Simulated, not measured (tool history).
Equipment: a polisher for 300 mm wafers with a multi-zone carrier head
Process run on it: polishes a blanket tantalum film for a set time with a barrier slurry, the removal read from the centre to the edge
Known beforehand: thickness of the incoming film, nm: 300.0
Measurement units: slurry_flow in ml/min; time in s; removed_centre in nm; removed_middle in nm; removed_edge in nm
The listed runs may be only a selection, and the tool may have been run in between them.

| run | day | slurry_flow | centre_zone | middle_zone | edge_zone | slurry_solids | time | removed_centre | removed_middle | removed_edge |
|---|---|---|---|---|---|---|---|---|---|---|
| 1 | 0 | 220 | 1 | 1 | 1 | 1 | 34 | 68.617 | 66.818 | 68.782 |
| 2 | 0.212 | 220 | 1 | 1 | 1 | 1 | 40 | 82.291 | 81.034 | 81.665 |
| 3 | 0.354 | 230 | 1.01 | 1.02 | 0.99 | 1 | 40 | 81.14 | 82.273 | 80.066 |
| 4 | 0.425 | 230 | 1.01 | 1.02 | 0.99 | 1 | 33 | 68.754 | 66.442 | 66.365 |
| 5 | 0.458 | 275 | 1.01 | 1.02 | 0.99 | 1 | 33 | 68.887 | 67.405 | 69.024 |
| 6 | 0.738 | 275 | 1.01 | 1.02 | 1.02 | 1 | 33 | 69.611 | 69.287 | 69.617 |
| 7 | 1.042 | 280 | 1.04 | 1.04 | 1.06 | 1.1 | 33 | 73.983 | 71.53 | 71.249 |

For run 8, what comes out?
| 8 | 1.321 | 285 | 1.05 | 1.06 | 1.07 | 1.2 | 33 | ? | ? | ? |

removed_centre: 75.617 nm
removed_middle: 75.551 nm
removed_edge: 73.063 nm

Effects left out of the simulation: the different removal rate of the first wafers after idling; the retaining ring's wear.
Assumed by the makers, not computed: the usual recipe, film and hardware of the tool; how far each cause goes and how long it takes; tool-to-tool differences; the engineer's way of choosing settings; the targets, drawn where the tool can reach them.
